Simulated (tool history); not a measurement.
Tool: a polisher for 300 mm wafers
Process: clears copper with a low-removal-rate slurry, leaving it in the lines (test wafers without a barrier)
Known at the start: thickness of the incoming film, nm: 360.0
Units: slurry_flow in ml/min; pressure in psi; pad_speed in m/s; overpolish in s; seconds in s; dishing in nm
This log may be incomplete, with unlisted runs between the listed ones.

run	day	slurry_flow	pressure	pad_speed	slurry_solids	overpolish	seconds	dishing
1	0.000	195	2.3	1.38	1.00	23	87.580	59.689
2	0.292	195	2.3	1.72	1.00	23	72.339	66.924
3	0.579	195	2.3	1.58	1.00	23	77.133	64.699
4	0.654	170	1.9	1.74	0.85	18	89.369	47.801
5	0.904	170	1.5	1.74	0.85	18	103.150	40.508
6	0.942	210	1.4	1.66	1.05	15	106.710	33.735
7	1.296	240	1.3	1.66	1.20	13	108.680	30.285

Expected results for the next run?
8	1.433	260	1.2	1.68	1.30	11	?	?

seconds: 111.460 s
dishing: 25.545 nm
